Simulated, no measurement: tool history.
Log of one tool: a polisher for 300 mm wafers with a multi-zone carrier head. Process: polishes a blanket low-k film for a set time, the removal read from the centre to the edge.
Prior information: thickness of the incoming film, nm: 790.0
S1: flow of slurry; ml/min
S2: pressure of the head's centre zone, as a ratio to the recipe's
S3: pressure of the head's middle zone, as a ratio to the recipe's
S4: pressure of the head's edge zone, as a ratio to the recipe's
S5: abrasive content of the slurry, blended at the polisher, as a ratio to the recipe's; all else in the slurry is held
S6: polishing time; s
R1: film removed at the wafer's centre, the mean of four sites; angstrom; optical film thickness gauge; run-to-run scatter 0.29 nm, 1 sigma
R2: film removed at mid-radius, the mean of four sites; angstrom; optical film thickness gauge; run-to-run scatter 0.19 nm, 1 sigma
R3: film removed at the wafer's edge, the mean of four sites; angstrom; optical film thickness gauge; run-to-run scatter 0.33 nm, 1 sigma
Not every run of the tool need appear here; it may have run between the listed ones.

run,day,S1,S2,S3,S4,S5,S6,R1,R2,R3
1,0,240,1,1,1,1,74,180.24,180.76,180.21
2,0.208,180,1,1,1,1,74,166.27,171.46,173.19
3,0.321,180,1.05,1,1,1,74,179.78,173.9,175.83
4,0.638,180,1.05,1,1,1,81,195.98,189.3,188.1
5,0.746,180,1.05,1,1.04,1,81,195.95,189.21,195.91
6,0.979,180,1.05,1,1.04,0.9,81,188.38,179.25,185.41
7,1.088,195,1.03,1.01,1.07,0.95,81,188.42,187.67,192.04
8,1.292,205,1.02,1.01,1.09,1,81,192.92,196.2,196.13
9,1.558,205,1,0.99,1.1,1.05,82,203.33,197.77,206.59
10,1.804,205,0.97,0.99,1.12,1.1,82,191.85,202.24,216.07
11,2.067,210,0.96,0.99,1.13,1.1,82,194.2,201.69,218.14
12,2.333,215,0.95,1,1.14,1.1,82,191.35,208.94,221.24
13,2.588,220,0.95,1,1.15,1.1,82,195.25,206.19,215.24

Run 14 is up next; what results do you expect?
14,2.708,220,0.94,1,1.15,1.1,82,?,?,?

Run 14 came out at R1 193.61 angstrom, R2 207.82 angstrom, R3 219.74 angstrom.

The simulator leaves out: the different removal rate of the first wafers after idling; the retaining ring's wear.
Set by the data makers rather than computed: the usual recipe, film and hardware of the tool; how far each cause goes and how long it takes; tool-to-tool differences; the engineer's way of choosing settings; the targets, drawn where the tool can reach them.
